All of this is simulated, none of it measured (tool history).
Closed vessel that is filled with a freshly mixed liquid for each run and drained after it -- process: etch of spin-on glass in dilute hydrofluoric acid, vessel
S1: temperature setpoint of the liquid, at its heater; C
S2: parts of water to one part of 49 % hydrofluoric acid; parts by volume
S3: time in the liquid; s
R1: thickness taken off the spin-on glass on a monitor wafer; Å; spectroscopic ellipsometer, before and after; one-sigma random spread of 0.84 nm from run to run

Run 1, hour 0.0: S1 25.0 C, S2 165 parts by volume, S3 200 s. Result: R1 447.10 Å.
Run 2, hour 1.2: S1 27.0 C, S2 165 parts by volume, S3 200 s. Result: R1 486.13 Å.
Run 3, hour 3.3: S1 27.0 C, S2 165 parts by volume, S3 200 s. Result: R1 484.55 Å.
Run 4, hour 8.3: S1 27.0 C, S2 165 parts by volume, S3 200 s. Result: R1 484.73 Å.
Run 5, hour 10.5: S1 27.0 C, S2 165 parts by volume, S3 215 s. Result: R1 522.84 Å.
Run 6, hour 14.9: S1 27.0 C, S2 140 parts by volume, S3 215 s. Result: R1 628.53 Å.
Run 7, hour 19.7: S1 29.0 C, S2 110 parts by volume, S3 215 s. Result: R1 906.09 Å.
Run 8, hour 25.9: S1 33.0 C, S2 70 parts by volume, S3 215 s. Result: R1 1759.10 Å.
Run 9, hour 27.8: S1 32.0 C, S2 70 parts by volume, S3 215 s. Result: R1 1694.90 Å.
Run 10, hour 31.5: S1 31.5 C, S2 70 parts by volume, S3 215 s. Result: R1 1649.20 Å.
Run 11, hour 37.9: S1 31.0 C, S2 70 parts by volume, S3 215 s. Result: R1 1628.70 Å.

What will run 12 give?
Run 12, hour 44.1: S1 30.5 C, S2 70 parts by volume, S3 215 s. Result: R1 ?.

R1: 1592.50 Å
